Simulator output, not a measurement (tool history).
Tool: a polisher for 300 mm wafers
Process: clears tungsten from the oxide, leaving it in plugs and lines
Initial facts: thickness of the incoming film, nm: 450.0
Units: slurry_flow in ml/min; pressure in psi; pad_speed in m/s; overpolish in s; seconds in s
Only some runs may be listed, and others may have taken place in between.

run	hour	slurry_flow	pressure	pad_speed	slurry_solids	overpolish	seconds
1	0	140	3.9	1.02	1	19	75.412
2	4.4	140	4.2	1.04	1	19	70.644
3	5.9	140	4.2	0.82	1	19	88.378
4	14.7	140	4.5	0.86	1	19	80.592
5	18.2	140	4.7	0.9	1	19	77.669
6	25	140	4.9	0.96	1	19	69.175
7	31.3	140	5.1	1	1	19	63.037
8	34	140	5.2	1.04	1	19	62.6
9	42.9	140	5.3	1.08	1	19	58.983
10	46.6	140	5.4	1.12	1	19	56.339

The next listed run, before its measurement:
11	48	140	5.5	1.16	1	19	?

{"run 11": {"seconds": 52.343}}
